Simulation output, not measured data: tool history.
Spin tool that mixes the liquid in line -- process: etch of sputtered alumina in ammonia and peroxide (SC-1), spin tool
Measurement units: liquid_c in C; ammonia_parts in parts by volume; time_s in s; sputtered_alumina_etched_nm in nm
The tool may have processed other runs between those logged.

run  hour  liquid_c  ammonia_parts  time_s  sputtered_alumina_etched_nm
  1   0.0      48.0            0.5     100                       3.9113
  2   3.2      53.0            0.5     100                       5.0911
  3   8.4      55.5            0.5     100                       5.8209
  4  11.1      57.0            0.5     100                       6.3547
  5  17.6      58.0            0.5     100                       6.6833
  6  20.6      59.0            0.5     100                       7.0237
  7  23.1      59.5            0.5     100                       7.2216

Run 8 is up next; what results do you expect?
  8  26.6      60.0            0.5     100                            ?

sputtered_alumina_etched_nm: 7.4400 nm
